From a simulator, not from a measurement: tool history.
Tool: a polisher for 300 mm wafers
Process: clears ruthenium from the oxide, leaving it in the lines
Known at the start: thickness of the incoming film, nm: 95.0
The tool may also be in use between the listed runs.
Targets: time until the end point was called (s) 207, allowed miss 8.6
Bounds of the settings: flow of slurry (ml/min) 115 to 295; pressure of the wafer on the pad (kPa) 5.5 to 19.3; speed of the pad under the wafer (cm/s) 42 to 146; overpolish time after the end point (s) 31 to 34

run,hour,flow of slurry (ml/min),pressure of the wafer on the pad (kPa),speed of the pad under the wafer (cm/s),overpolish time after the end point (s),time until the end point was called (s)
1,0,190,12.4,94,31,126.39
2,9,190,11,94,31,135.64
3,11.9,220,11,94,31,133.17
4,18.3,200,11,94,31,134.98
5,24,200,11,94,34,135.51
6,26.5,165,11,94,34,137.9
7,31.3,165,9.7,92,34,150.63
8,36.3,165,9,90,34,162.39
9,43.9,165,8.3,90,34,167.72
10,49.8,165,7.6,88,34,177.59
11,53.4,165,7.6,88,34,173.94
12,56.5,165,6.9,86,34,190.48
13,60.6,165,6.2,86,34,194.16
14,62.8,165,6.2,86,34,199.48

Which of these 4 next moves meets every target?
A,65,150,6.2,102,34,?
B,65,135,7.6,72,34,?
C,65,160,5.5,102,34,?
D,65,155,6.2,92,31,?

move,time until the end point was called (s)
A,180.29
B,208.55
C,187.28
D,191.72
A: further off than the last run
B: meets every target
C: further off than the last run
D: further off than the last run
Answer: B
